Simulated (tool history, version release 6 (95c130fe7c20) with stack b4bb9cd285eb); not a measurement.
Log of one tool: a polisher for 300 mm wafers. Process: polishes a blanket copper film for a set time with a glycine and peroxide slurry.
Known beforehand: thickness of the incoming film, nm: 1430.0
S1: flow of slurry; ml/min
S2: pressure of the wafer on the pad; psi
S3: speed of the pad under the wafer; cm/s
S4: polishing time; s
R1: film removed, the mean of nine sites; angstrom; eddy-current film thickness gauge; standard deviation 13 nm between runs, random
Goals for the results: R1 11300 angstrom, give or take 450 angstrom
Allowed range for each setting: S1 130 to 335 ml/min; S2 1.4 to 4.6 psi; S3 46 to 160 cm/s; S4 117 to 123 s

Run 1, hour 0: S1 215 ml/min, S2 3 psi, S3 102 cm/s, S4 117 s. Result: R1 8481.3 angstrom.
Run 2, hour 1.4: S1 165 ml/min, S2 3 psi, S3 102 cm/s, S4 117 s. Result: R1 7819.1 angstrom.
Run 3, hour 2.4: S1 185 ml/min, S2 3.2 psi, S3 102 cm/s, S4 117 s. Result: R1 8618.2 angstrom.
Run 4, hour 8.2: S1 205 ml/min, S2 3.3 psi, S3 102 cm/s, S4 117 s. Result: R1 8931.2 angstrom.
Run 5, hour 16: S1 205 ml/min, S2 3.3 psi, S3 102 cm/s, S4 117 s. Result: R1 8855.7 angstrom.
Run 6, hour 23.6: S1 215 ml/min, S2 3.5 psi, S3 102 cm/s, S4 117 s. Result: R1 9332.9 angstrom.
Run 7, hour 27.4: S1 225 ml/min, S2 3.6 psi, S3 102 cm/s, S4 117 s. Result: R1 9821.2 angstrom.
Run 8, hour 34.6: S1 235 ml/min, S2 3.7 psi, S3 102 cm/s, S4 117 s. Result: R1 9864.7 angstrom.

4 next moves are on the table. One of them brings every result within its allowed miss. Which?
Run A, hour 41.8: S1 240 ml/min, S2 4.3 psi, S3 112 cm/s, S4 117 s. Result: R1 ?.
Run B, hour 41.8: S1 235 ml/min, S2 3.7 psi, S3 114 cm/s, S4 122 s. Result: R1 ?.
Run C, hour 41.8: S1 235 ml/min, S2 4 psi, S3 120 cm/s, S4 120 s. Result: R1 ?.
Run D, hour 41.8: S1 275 ml/min, S2 3.2 psi, S3 136 cm/s, S4 123 s. Result: R1 ?.

move     R1
   A  12468
   B  11534
   C  12718
   D  12166
A: the result that was furthest off in the last run now lies on the other side of its target
B: every result within its allowed miss
C: the result that was furthest off in the last run now lies on the other side of its target
D: the result that was furthest off in the last run now lies on the other side of its target
Correct choice: B, which meets every target
